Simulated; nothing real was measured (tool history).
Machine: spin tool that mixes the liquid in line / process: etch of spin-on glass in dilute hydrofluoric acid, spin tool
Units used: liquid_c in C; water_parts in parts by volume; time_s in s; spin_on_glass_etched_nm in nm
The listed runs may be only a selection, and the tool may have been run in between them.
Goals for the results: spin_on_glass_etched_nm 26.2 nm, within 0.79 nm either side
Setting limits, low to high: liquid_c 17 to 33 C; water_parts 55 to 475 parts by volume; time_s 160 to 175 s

{"run": 1, "day": 0.0, "liquid_c": 25, "water_parts": 265, "time_s": 160, "spin_on_glass_etched_nm": 14.472}
{"run": 2, "day": 0.162, "liquid_c": 28, "water_parts": 265, "time_s": 160, "spin_on_glass_etched_nm": 15.614}
{"run": 3, "day": 0.358, "liquid_c": 30.5, "water_parts": 265, "time_s": 160, "spin_on_glass_etched_nm": 17.434}
{"run": 4, "day": 0.683, "liquid_c": 30.5, "water_parts": 335, "time_s": 160, "spin_on_glass_etched_nm": 12.688}
{"run": 5, "day": 0.879, "liquid_c": 30.5, "water_parts": 430, "time_s": 160, "spin_on_glass_etched_nm": 8.8813}
{"run": 6, "day": 1.125, "liquid_c": 30.5, "water_parts": 430, "time_s": 160, "spin_on_glass_etched_nm": 8.8701}
{"run": 7, "day": 1.346, "liquid_c": 30.5, "water_parts": 405, "time_s": 160, "spin_on_glass_etched_nm": 9.8181}
{"run": 8, "day": 1.392, "liquid_c": 30.5, "water_parts": 380, "time_s": 160, "spin_on_glass_etched_nm": 10.696}
{"run": 9, "day": 1.588, "liquid_c": 30.5, "water_parts": 360, "time_s": 160, "spin_on_glass_etched_nm": 11.483}
{"run": 10, "day": 1.858, "liquid_c": 30.5, "water_parts": 340, "time_s": 160, "spin_on_glass_etched_nm": 12.403}
{"run": 11, "day": 2.004, "liquid_c": 33, "water_parts": 235, "time_s": 160, "spin_on_glass_etched_nm": 21.919}
{"run": 12, "day": 2.033, "liquid_c": 33, "water_parts": 230, "time_s": 160, "spin_on_glass_etched_nm": 22.625}
{"run": 13, "day": 2.362, "liquid_c": 33, "water_parts": 230, "time_s": 160, "spin_on_glass_etched_nm": 22.665}
{"run": 14, "day": 2.621, "liquid_c": 33, "water_parts": 225, "time_s": 160, "spin_on_glass_etched_nm": 23.042}
{"run": 15, "day": 2.817, "liquid_c": 33, "water_parts": 220, "time_s": 160, "spin_on_glass_etched_nm": 24.008}
{"run": 16, "day": 2.9, "liquid_c": 33, "water_parts": 210, "time_s": 160, "spin_on_glass_etched_nm": 25.406}

5 candidate next runs follow, results not yet known. Just one meets every target within its allowed miss. Identify it.
{"run": "A", "day": 2.983, "liquid_c": 31.5, "water_parts": 210, "time_s": 160, "spin_on_glass_etched_nm": "?"}
{"run": "B", "day": 2.983, "liquid_c": 30, "water_parts": 200, "time_s": 160, "spin_on_glass_etched_nm": "?"}
{"run": "C", "day": 2.983, "liquid_c": 33, "water_parts": 220, "time_s": 165, "spin_on_glass_etched_nm": "?"}
{"run": "D", "day": 2.983, "liquid_c": 33, "water_parts": 205, "time_s": 160, "spin_on_glass_etched_nm": "?"}
{"run": "E", "day": 2.983, "liquid_c": 32, "water_parts": 215, "time_s": 165, "spin_on_glass_etched_nm": "?"}

move=A spin_on_glass_etched_nm=23.972
move=B spin_on_glass_etched_nm=24.213
move=C spin_on_glass_etched_nm=24.495
move=D spin_on_glass_etched_nm=25.987
move=E spin_on_glass_etched_nm=24.402
A: moves away from the targets compared with the last run
B: moves away from the targets compared with the last run
C: moves away from the targets compared with the last run
D: all results land within tolerance of their targets
E: moves away from the targets compared with the last run
Go with D: it meets all targets.

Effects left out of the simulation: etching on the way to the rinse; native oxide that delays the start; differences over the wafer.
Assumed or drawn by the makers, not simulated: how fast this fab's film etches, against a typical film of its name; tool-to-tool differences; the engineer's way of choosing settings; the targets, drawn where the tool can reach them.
